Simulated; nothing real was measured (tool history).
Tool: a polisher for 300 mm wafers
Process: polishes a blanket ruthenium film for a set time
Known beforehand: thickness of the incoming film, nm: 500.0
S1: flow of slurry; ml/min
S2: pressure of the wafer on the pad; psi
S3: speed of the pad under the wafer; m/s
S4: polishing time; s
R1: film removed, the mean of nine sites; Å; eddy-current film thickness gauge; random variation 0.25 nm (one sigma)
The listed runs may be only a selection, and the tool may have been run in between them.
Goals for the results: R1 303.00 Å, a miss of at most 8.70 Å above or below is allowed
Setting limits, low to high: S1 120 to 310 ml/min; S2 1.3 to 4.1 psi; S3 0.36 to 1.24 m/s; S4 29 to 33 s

run    day   S1   S2    S3  S4      R1
  1  0.000  200  2.7  0.80  33  483.83
  2  0.154  200  3.1  0.80  33  548.39
  3  0.492  200  3.1  0.68  33  467.88
  4  0.608  195  2.8  0.68  33  425.59
  5  0.696  195  2.8  0.88  33  536.47
  6  0.904  190  2.5  0.88  33  493.14
  7  1.217  185  2.3  0.86  33  450.94
  8  1.362  185  2.1  0.84  33  399.47
     1.688  -- head pressure recalibrated
  9  1.688  185  2.0  0.84  33  360.90
 10  1.888  185  1.9  0.84  33  350.49
 11  2.200  185  1.8  0.84  33  337.02
 12  2.462  185  1.7  0.84  33  319.61

4 next moves are on the table. One of them brings every result within its allowed miss. Which?
  A  2.725  185  1.9  0.80  30   ?
  B  2.725  205  1.8  0.70  33   ?
  C  2.725  195  1.5  0.82  33   ?
  D  2.725  230  1.9  0.76  29   ?

move      R1
   A  305.21
   B  286.40
   C  285.52
   D  289.49
A: each result inside its tolerance
B: carries the result that was furthest off beyond its target, to the other side
C: carries the result that was furthest off beyond its target, to the other side
D: carries the result that was furthest off beyond its target, to the other side
Answer: A
